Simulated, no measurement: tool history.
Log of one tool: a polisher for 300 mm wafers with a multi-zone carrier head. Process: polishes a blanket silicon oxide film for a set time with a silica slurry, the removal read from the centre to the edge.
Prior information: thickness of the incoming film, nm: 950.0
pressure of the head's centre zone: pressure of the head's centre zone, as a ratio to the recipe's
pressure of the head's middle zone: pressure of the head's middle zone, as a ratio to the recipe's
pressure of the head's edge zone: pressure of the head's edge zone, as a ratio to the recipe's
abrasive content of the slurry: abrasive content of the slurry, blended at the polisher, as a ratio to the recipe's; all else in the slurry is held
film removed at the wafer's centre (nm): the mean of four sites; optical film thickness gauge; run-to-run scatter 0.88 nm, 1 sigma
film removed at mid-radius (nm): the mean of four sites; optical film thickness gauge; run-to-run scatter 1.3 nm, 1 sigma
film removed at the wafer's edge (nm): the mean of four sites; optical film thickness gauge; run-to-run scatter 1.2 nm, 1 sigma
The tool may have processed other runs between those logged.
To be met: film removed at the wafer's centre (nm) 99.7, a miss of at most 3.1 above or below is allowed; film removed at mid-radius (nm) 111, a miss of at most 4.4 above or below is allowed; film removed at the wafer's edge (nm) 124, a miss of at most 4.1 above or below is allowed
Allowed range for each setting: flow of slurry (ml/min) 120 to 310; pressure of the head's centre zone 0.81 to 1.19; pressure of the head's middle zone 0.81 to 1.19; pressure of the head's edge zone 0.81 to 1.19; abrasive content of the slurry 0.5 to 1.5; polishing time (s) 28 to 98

run  hour  flow of slurry (ml/min)  pressure of the head's centre zone  pressure of the head's middle zone  pressure of the head's edge zone  abrasive content of the slurry  polishing time (s)  film removed at the wafer's centre (nm)  film removed at mid-radius (nm)  film removed at the wafer's edge (nm)
  1     0                      200                                   1                                   1                                 1                               1                  63                                   150.17                           157.19                                 149.11
  2   1.9                      200                                   1                                1.05                                 1                               1                  63                                    150.4                           160.76                                  149.5
  3   4.5                      200                                   1                                1.05                                 1                               1                  53                                   125.48                           133.11                                 125.49
  4   7.9                      200                                   1                                1.05                              1.04                               1                  53                                   125.02                           137.81                                 126.99
  5    13                      200                                0.95                                1.05                              1.04                               1                  53                                    118.8                           135.42                                 126.79
  6  16.8                      190                                0.92                                   1                              1.05                               1                  53                                   115.81                            127.2                                 126.81
  7  17.9                      180                                 0.9                                0.98                              1.06                               1                  53                                    110.4                           124.34                                 126.51
  8  20.3                      170                                0.89                                0.96                              1.06                               1                  53                                   108.43                           121.01                                 127.69

5 next moves are on the table. One of them brings every result within its allowed miss. Which?
  A  22.7                      195                                0.92                                0.96                              1.04                            1.15                  52                                        ?                                ?                                      ?
  B  22.7                      155                                0.84                                1.03                              1.03                             1.1                  53                                        ?                                ?                                      ?
  C  22.7                      270                                0.98                                0.93                              1.09                            0.95                  48                                        ?                                ?                                      ?
  D  22.7                      120                                0.86                                0.92                              1.08                            1.05                  53                                        ?                                ?                                      ?
  E  22.7                      210                                0.93                                1.01                              0.97                            0.95                  52                                        ?                                ?                                      ?

move  film removed at the wafer's centre (nm)  film removed at mid-radius (nm)  film removed at the wafer's edge (nm)
   A                                   119.68                           126.94                                 132.81
   B                                   105.48                           130.39                                 129.04
   C                                   113.49                           109.63                                 119.08
   D                                   100.46                           111.11                                 125.16
   E                                    113.1                           123.69                                 120.14
A: further off than the last run
B: further off than the last run
C: further off than the last run
D: each result inside its tolerance
E: further off than the last run
D meets every target.

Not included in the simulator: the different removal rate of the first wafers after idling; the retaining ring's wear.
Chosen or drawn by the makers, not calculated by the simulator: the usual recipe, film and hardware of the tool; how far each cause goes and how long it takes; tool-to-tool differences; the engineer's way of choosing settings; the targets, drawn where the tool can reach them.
